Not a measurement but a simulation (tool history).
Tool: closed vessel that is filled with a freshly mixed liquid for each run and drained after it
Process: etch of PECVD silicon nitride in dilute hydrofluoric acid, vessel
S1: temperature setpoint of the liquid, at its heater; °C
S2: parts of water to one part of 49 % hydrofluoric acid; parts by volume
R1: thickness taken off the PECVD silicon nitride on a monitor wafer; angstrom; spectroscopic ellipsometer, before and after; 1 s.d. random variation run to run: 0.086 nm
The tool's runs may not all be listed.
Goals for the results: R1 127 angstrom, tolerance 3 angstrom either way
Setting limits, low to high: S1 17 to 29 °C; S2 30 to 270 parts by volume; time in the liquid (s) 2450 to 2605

run 1 hour=0 | S1=21 S2=150 time_in_the_liquid_(s)=2450 | R1=225.43
run 2 hour=4.4 | S1=23.5 S2=150 time_in_the_liquid_(s)=2450 | R1=268.77
run 3 hour=10.7 | S1=23.5 S2=120 time_in_the_liquid_(s)=2450 | R1=335.01
run 4 hour=17.9 | S1=22 S2=120 time_in_the_liquid_(s)=2450 | R1=307.92
run 5 hour=27.4 | S1=22 S2=70 time_in_the_liquid_(s)=2450 | R1=509.76
run 6 hour=33.9 | S1=22 S2=100 time_in_the_liquid_(s)=2450 | R1=360.76
run 7 hour=43.1 | S1=18 S2=160 time_in_the_liquid_(s)=2450 | R1=175.16
run 8 hour=48.4 | S1=17 S2=200 time_in_the_liquid_(s)=2450 | R1=131.89

Exercise: of the 5 proposed moves below, exactly one satisfies all targets within the stated allowed misses. Which move is it?
run A hour=53.7 | S1=17 S2=240 time_in_the_liquid_(s)=2585 | R1=?
run B hour=53.7 | S1=17 S2=235 time_in_the_liquid_(s)=2575 | R1=?
run C hour=53.7 | S1=17 S2=220 time_in_the_liquid_(s)=2465 | R1=?
run D hour=53.7 | S1=17 S2=205 time_in_the_liquid_(s)=2495 | R1=?
run E hour=53.7 | S1=17 S2=220 time_in_the_liquid_(s)=2545 | R1=?

move=A R1=117.79
move=B R1=119.72
move=C R1=122.06
move=D R1=132.18
move=E R1=126.02
A: carries the result that was furthest off beyond its target, to the other side
B: carries the result that was furthest off beyond its target, to the other side
C: carries the result that was furthest off beyond its target, to the other side
D: misses by more than the last run did
E: each result inside its tolerance
Move E is the one to make.
